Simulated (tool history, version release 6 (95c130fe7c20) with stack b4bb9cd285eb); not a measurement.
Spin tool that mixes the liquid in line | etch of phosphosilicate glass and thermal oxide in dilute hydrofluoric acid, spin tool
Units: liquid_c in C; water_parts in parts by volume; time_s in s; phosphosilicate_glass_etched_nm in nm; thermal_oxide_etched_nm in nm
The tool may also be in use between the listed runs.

| run | day | liquid_c | water_parts | time_s | phosphosilicate_glass_etched_nm | thermal_oxide_etched_nm |
|---|---|---|---|---|---|---|
| 1 | 0 | 25 | 155 | 30 | 34.428 | 0.83246 |
| 2 | 0.129 | 25 | 155 | 25 | 28.711 | 0.70252 |
| 3 | 0.492 | 25 | 185 | 25 | 23.138 | 0.55838 |
| 4 | 0.8 | 25 | 135 | 25 | 33.788 | 0.77195 |
| 5 | 1.129 | 25 | 105 | 25 | 45.024 | 1.0936 |
| 6 | 1.196 | 24.5 | 105 | 25 | 44.071 | 1.0993 |
| 7 | 1.229 | 24 | 105 | 25 | 43.182 | 1.0677 |

The next listed run, before its measurement:
| 8 | 1.579 | 24 | 105 | 25 | ? | ? |

{"run 8": {"phosphosilicate_glass_etched_nm": 42.825, "thermal_oxide_etched_nm": 1.0367}}
